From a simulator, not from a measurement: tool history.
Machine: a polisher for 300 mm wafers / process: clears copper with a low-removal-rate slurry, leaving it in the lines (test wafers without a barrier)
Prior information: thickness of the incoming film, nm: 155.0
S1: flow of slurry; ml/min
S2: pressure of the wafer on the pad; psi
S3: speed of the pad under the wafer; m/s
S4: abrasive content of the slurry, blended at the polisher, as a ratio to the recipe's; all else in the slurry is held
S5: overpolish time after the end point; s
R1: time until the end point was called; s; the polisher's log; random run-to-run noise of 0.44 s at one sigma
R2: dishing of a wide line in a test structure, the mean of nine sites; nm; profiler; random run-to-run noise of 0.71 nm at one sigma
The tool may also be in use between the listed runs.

run,hour,S1,S2,S3,S4,S5,R1,R2
1,0,220,2.1,0.96,1,13,66.178,17.158
2,6.2,220,2.4,0.96,1,13,58.557,18.859
3,7.5,175,2.4,0.96,1,13,60.244,19.22
4,9.4,175,2.4,0.96,0.8,13,61.048,18.12
5,12.4,175,2.4,0.96,0.6,13,64.243,18.204
# hour 13.1: head pressure recalibrated
6,13.1,175,2.6,0.96,0.6,13,53.056,20.08

Estimate the outcome of run 7 from the log above:
7,14.9,175,2.6,0.96,0.6,13,?,?

Run 7 gave R1 54.096 s, R2 20.542 nm.

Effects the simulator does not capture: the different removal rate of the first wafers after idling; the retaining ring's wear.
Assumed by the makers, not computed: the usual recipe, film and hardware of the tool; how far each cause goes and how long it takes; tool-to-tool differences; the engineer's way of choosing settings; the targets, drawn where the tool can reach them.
